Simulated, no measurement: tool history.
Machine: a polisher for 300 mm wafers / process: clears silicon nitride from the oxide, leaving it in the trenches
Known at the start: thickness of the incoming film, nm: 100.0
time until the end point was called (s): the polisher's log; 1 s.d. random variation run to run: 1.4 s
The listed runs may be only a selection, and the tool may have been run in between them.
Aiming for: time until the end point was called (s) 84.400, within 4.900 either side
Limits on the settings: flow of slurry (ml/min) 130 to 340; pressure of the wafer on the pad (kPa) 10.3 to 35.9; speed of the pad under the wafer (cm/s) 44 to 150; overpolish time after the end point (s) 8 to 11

run  hour  flow of slurry (ml/min)  pressure of the wafer on the pad (kPa)  speed of the pad under the wafer (cm/s)  overpolish time after the end point (s)  time until the end point was called (s)
  1   0.0                      220                                    22.8                                       96                                       11                                  109.950
  2   4.6                      255                                    22.8                                       96                                       11                                  112.610
  3  13.1                      255                                    22.8                                       82                                       11                                  127.630
  4  16.4                      255                                    24.1                                       82                                       11                                  119.390
  5  23.7                      255                                    25.5                                       82                                       11                                  117.470
  6  25.0                      255                                    26.9                                       84                                       11                                  107.630
  7  28.8                      255                                    27.6                                       84                                       11                                  108.330
  8  30.6                      255                                    29.0                                       86                                       11                                   98.021
  9  32.0                      255                                    29.6                                       86                                       11                                   95.688
 10  33.0                      255                                    29.6                                       86                                       11                                   96.075
 11  37.8                      255                                    30.3                                       86                                       11                                   91.963
 12  41.1                      255                                    31.7                                       86                                       11                                   90.144

Exercise: of the 5 proposed moves below, exactly one satisfies all targets within the stated allowed misses. Which move is it?
  A  44.4                      275                                    31.0                                       76                                        8                                        ?
  B  44.4                      255                                    31.0                                       82                                       11                                        ?
  C  44.4                      245                                    35.2                                       84                                        8                                        ?
  D  44.4                      270                                    31.7                                       76                                       11                                        ?
  E  44.4                      270                                    34.5                                       74                                       11                                        ?

move  time until the end point was called (s)
   A                                  101.680
   B                                   95.113
   C                                   82.502
   D                                   99.669
   E                                   94.242
A: lands further from the targets than the last run did
B: lands further from the targets than the last run did
C: in spec on every target
D: lands further from the targets than the last run did
E: lands further from the targets than the last run did
The right move is C.
